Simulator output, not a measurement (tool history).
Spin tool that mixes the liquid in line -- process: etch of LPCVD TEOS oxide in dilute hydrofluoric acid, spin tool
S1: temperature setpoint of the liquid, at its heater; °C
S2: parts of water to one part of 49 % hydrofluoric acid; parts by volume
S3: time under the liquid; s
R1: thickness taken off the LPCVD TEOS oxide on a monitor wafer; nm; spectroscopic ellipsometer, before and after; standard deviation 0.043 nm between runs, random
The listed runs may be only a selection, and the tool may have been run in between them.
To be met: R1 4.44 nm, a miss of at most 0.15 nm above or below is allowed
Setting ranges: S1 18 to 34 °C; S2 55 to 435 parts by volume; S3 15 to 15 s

run    day    S1   S2  S3      R1
  1      0    26  245  15  1.9207
  2  0.092    28  210  15  2.5091
  3  0.312  29.5  190  15  3.0329
  4  0.362  29.5  190  15  2.9921
  5  0.429  29.5  235  15  2.3567
  6  0.717    31  210  15  2.7881
  7  1.083    34  120  15  6.1628
  8  1.379    34  120  15  6.2104
  9  1.542    30  130  15  4.9266
 10    1.8    29  130  15   4.638
 11  2.129  28.5  130  15  4.5772

Which of these 4 next moves meets every target?
  A  2.458  28.5  135  15   ?
  B  2.458  29.5  125  15   ?
  C  2.458    32  135  15   ?
  D  2.458  33.5  145  15   ?

move      R1
   A  4.4085
   B  5.0057
   C  5.0057
   D  4.8445
A: each result inside its tolerance
B: lands further from the targets than the last run did
C: lands further from the targets than the last run did
D: lands further from the targets than the last run did
Answer: A

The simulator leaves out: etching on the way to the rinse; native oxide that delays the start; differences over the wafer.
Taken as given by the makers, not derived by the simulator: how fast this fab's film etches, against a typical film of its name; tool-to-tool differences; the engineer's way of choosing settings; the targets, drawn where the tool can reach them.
